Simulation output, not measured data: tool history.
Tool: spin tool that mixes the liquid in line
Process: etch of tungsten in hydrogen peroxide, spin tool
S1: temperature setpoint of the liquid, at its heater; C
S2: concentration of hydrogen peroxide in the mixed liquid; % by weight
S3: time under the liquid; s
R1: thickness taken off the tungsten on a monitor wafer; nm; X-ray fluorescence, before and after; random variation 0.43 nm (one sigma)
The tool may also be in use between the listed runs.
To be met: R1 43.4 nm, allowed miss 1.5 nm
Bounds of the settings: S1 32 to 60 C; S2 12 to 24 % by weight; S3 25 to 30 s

Run 1, day 0: S1 44 C, S2 16 % by weight, S3 30 s. Result: R1 18.959 nm.
Run 2, day 0.154: S1 44 C, S2 13 % by weight, S3 30 s. Result: R1 17.059 nm.
Run 3, day 0.342: S1 47.5 C, S2 13 % by weight, S3 30 s. Result: R1 21.38 nm.
Run 4, day 0.462: S1 47.5 C, S2 13 % by weight, S3 30 s. Result: R1 21.277 nm.
Run 5, day 0.8: S1 47.5 C, S2 13 % by weight, S3 30 s. Result: R1 21.338 nm.
Run 6, day 0.904: S1 47.5 C, S2 14 % by weight, S3 30 s. Result: R1 22.23 nm.
Run 7, day 1.104: S1 50 C, S2 14 % by weight, S3 30 s. Result: R1 25.897 nm.
Run 8, day 1.354: S1 52 C, S2 14 % by weight, S3 30 s. Result: R1 28.795 nm.
Run 9, day 1.567: S1 53.5 C, S2 14 % by weight, S3 30 s. Result: R1 31.867 nm.
Run 10, day 1.817: S1 54.5 C, S2 14 % by weight, S3 30 s. Result: R1 33.821 nm.
Run 11, day 2.179: S1 55.5 C, S2 14 % by weight, S3 30 s. Result: R1 35.419 nm.
Run 12, day 2.217: S1 56.5 C, S2 14 % by weight, S3 30 s. Result: R1 38.403 nm.
Run 13, day 2.533: S1 57 C, S2 14 % by weight, S3 30 s. Result: R1 39.485 nm.
Run 14, day 2.646: S1 57.5 C, S2 14 % by weight, S3 30 s. Result: R1 40.825 nm.
Run 15, day 2.829: S1 58 C, S2 14 % by weight, S3 30 s. Result: R1 41.713 nm.

4 next moves are on the table. One of them brings every result within its allowed miss. Which?
Run A, day 3.012: S1 58.5 C, S2 16.5 % by weight, S3 25 s. Result: R1 ?.
Run B, day 3.012: S1 59.5 C, S2 14.5 % by weight, S3 30 s. Result: R1 ?.
Run C, day 3.012: S1 58 C, S2 12.5 % by weight, S3 30 s. Result: R1 ?.
Run D, day 3.012: S1 58.5 C, S2 14.5 % by weight, S3 30 s. Result: R1 ?.

move      R1
   A  39.346
   B  46.897
   C  39.918
   D  44.261
A: further off than the last run
B: takes the result that was furthest off past its target
C: further off than the last run
D: meets every target
Answer: D

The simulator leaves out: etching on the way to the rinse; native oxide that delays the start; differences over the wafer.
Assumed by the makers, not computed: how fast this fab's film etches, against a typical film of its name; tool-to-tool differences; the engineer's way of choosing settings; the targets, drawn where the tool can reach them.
